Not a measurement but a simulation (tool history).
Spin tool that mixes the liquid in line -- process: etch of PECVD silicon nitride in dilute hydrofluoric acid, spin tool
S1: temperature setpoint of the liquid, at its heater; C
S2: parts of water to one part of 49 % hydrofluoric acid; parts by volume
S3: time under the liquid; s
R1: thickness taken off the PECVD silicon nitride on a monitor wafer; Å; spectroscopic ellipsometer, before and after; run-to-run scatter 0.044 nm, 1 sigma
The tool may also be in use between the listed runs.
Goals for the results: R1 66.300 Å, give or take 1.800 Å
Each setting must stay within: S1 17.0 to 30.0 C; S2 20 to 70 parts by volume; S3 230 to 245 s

run,hour,S1,S2,S3,R1
1,0.0,22.0,40,230,118.390
2,0.7,22.0,40,245,126.280
3,9.7,20.5,45,245,101.580
4,10.2,20.5,45,245,103.270
5,18.4,19.5,50,245,86.313
6,27.3,18.5,50,245,81.094
7,31.0,18.0,50,245,77.733
8,32.9,17.5,50,245,75.791

Exercise: of the 4 proposed moves below, exactly one satisfies all targets within the stated allowed misses. Which move is it?
A,34.8,17.0,50,245,?
B,34.8,17.5,40,245,?
C,34.8,17.0,55,245,?
D,34.8,17.0,35,230,?

move,R1
A,71.868
B,92.406
C,65.531
D,95.218
A: closes in on the targets versus the last run, not all within tolerance yet
B: the biggest miss grows against the last run
C: each result inside its tolerance
D: the biggest miss grows against the last run
C is the move that brings every result within its allowed miss.
